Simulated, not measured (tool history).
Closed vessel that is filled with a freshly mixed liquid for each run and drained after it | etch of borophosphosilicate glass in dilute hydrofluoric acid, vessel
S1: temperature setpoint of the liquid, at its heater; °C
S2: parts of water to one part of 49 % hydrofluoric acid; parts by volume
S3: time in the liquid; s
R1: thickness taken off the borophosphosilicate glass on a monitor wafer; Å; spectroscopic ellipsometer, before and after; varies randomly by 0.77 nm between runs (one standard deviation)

run  hour    S1  S2   S3      R1
  1     0    26  45  100  894.48
  2   3.8    24  45  100  830.68
  3   9.4    24  45  110  911.89
  4  13.4  25.5  45  110  969.11
  5    18  25.5  35  110    1258
  6  20.1  26.5  35  110  1306.7
  7  21.3  27.5  35  110  1364.3
  8  30.1    28  35  110  1405.5
  9  37.8  28.5  35  110  1425.8
 10  40.6    29  35  110  1449.3
 11  43.2  29.5  35  110  1493.2
 12  51.1    30  35  110  1506.6
 13  56.7  30.5  35  110  1536.5
 14  65.5    31  35  110  1576.2

The next listed run, before its measurement:
 15  69.6  32  35  110   ?

R1: 1654.2 Å

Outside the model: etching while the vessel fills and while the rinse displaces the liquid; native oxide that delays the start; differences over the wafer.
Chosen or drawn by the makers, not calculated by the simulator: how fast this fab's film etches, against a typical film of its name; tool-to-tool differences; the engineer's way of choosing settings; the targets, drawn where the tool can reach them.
